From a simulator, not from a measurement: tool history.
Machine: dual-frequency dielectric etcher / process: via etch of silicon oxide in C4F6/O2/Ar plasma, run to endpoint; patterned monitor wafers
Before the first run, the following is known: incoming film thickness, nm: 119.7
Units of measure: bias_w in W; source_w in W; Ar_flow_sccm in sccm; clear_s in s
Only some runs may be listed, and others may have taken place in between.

run,hour,bias_w,source_w,Ar_flow_sccm,clear_s
1,0,490,380,418,29.65
2,3.5,413,380,418,31.677
3,12.1,413,430,418,30.291
4,20.7,413,430,344,30.132
5,23.7,413,430,404,29.937
6,28.2,492,430,404,28.231

What will run 7 give?
7,31,442,400,407,?

{"run 7": {"clear_s": 30.163}}

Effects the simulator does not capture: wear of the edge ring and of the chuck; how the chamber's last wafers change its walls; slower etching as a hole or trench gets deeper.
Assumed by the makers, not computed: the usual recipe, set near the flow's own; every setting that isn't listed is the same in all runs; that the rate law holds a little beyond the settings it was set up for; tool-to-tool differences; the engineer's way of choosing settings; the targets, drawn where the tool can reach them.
